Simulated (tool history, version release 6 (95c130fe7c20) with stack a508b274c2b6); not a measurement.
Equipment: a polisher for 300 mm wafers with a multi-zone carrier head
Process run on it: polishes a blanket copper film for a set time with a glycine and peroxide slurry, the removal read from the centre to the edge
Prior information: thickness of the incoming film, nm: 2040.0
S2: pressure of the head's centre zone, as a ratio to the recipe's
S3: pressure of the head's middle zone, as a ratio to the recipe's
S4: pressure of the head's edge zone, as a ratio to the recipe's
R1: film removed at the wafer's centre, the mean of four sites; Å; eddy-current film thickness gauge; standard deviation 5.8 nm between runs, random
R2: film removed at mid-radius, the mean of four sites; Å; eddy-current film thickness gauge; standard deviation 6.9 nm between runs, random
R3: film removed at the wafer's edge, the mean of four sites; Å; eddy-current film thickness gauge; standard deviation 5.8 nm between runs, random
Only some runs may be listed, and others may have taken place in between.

{"run": 1, "hour": 0.0, "flow of slurry (ml/min)": 230, "S2": 1.0, "S3": 1.0, "S4": 1.0, "polishing time (s)": 65, "R1": 5080.2, "R2": 5333.9, "R3": 5247.9}
{"run": 2, "hour": 2.4, "flow of slurry (ml/min)": 230, "S2": 1.0, "S3": 1.08, "S4": 1.0, "polishing time (s)": 65, "R1": 5118.2, "R2": 5721.1, "R3": 5317.8}
{"run": 3, "hour": 10.4, "flow of slurry (ml/min)": 230, "S2": 1.0, "S3": 1.16, "S4": 1.0, "polishing time (s)": 65, "R1": 5100.1, "R2": 6050.7, "R3": 5264.9}
{"run": 4, "hour": 18.0, "flow of slurry (ml/min)": 240, "S2": 1.03, "S3": 1.14, "S4": 1.04, "polishing time (s)": 66, "R1": 5432.7, "R2": 6076.4, "R3": 5501.4}
{"run": 5, "hour": 26.8, "flow of slurry (ml/min)": 240, "S2": 1.03, "S3": 1.1, "S4": 1.04, "polishing time (s)": 66, "R1": 5261.1, "R2": 5848.9, "R3": 5523.0}
{"run": 6, "hour": 32.0, "flow of slurry (ml/min)": 240, "S2": 1.03, "S3": 1.14, "S4": 1.04, "polishing time (s)": 66, "R1": 5276.5, "R2": 5987.8, "R3": 5578.2}

Run 7 has not been measured yet. What should we expect?
{"run": 7, "hour": 38.0, "flow of slurry (ml/min)": 285, "S2": 1.13, "S3": 1.11, "S4": 1.14, "polishing time (s)": 70, "R1": "?", "R2": "?", "R3": "?"}

R1: 6387.5 Å
R2: 6384.0 Å
R3: 6196.6 Å
